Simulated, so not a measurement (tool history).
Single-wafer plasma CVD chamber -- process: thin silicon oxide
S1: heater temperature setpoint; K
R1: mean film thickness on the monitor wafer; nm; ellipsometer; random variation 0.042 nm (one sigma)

Run 1, hour 0.0: S1 663.15 K, chamber pressure (Pa) 127.7, RF power (kW) 0.265, deposition time (s) 7.72. Result: R1 17.183 nm.
Run 2, hour 9.0: S1 663.15 K, chamber pressure (Pa) 127.7, RF power (kW) 0.265, deposition time (s) 7.72. Result: R1 17.265 nm.
Run 3, hour 13.7: S1 663.15 K, chamber pressure (Pa) 141.3, RF power (kW) 0.265, deposition time (s) 7.72. Result: R1 18.784 nm.
Run 4, hour 20.9: S1 663.15 K, chamber pressure (Pa) 141.3, RF power (kW) 0.230, deposition time (s) 7.72. Result: R1 17.696 nm.
Run 5, hour 22.0: S1 663.15 K, chamber pressure (Pa) 129.3, RF power (kW) 0.230, deposition time (s) 7.71. Result: R1 16.525 nm.
Run 6, hour 31.0: S1 663.15 K, chamber pressure (Pa) 129.3, RF power (kW) 0.230, deposition time (s) 7.34. Result: R1 15.832 nm.

What does the tool deliver on the next run?
Run 7, hour 35.0: S1 663.15 K, chamber pressure (Pa) 122.1, RF power (kW) 0.230, deposition time (s) 7.34. Result: R1 ?.

{"run 7": {"R1": 14.842}}
